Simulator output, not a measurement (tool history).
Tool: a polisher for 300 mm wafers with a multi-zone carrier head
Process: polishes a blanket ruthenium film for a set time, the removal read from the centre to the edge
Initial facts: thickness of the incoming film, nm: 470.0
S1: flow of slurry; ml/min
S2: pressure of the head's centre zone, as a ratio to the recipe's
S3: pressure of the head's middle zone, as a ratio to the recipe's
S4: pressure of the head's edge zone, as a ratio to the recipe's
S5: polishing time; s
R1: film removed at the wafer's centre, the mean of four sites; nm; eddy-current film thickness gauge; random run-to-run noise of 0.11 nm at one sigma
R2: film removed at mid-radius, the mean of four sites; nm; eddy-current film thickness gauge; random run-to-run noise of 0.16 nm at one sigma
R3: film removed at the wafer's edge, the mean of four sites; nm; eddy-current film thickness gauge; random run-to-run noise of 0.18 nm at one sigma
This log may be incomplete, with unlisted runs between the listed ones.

run,day,S1,S2,S3,S4,S5,R1,R2,R3
1,0.000,175,1.00,1.00,1.00,46,35.689,34.675,36.658
2,0.288,175,0.96,1.00,1.00,46,34.389,34.946,37.235
3,0.400,155,0.92,1.01,0.94,38,26.566,28.145,29.111
4,0.621,145,0.89,1.02,0.90,33,21.949,24.247,24.701
5,0.783,140,0.88,1.03,0.87,30,19.415,22.112,21.746
6,0.954,135,0.87,1.03,0.85,29,18.279,21.364,20.667
# day 1.079: edge zone pressure recalibrated
7,1.079,120,0.84,1.02,0.81,26,15.102,18.197,17.073
8,1.404,130,0.84,1.02,0.82,26,15.724,18.844,17.747

What does the tool deliver on the next run?
9,1.554,135,0.84,1.02,0.83,26,?,?,?

{"run 9": {"R1": 15.818, "R2": 18.787, "R3": 17.933}}

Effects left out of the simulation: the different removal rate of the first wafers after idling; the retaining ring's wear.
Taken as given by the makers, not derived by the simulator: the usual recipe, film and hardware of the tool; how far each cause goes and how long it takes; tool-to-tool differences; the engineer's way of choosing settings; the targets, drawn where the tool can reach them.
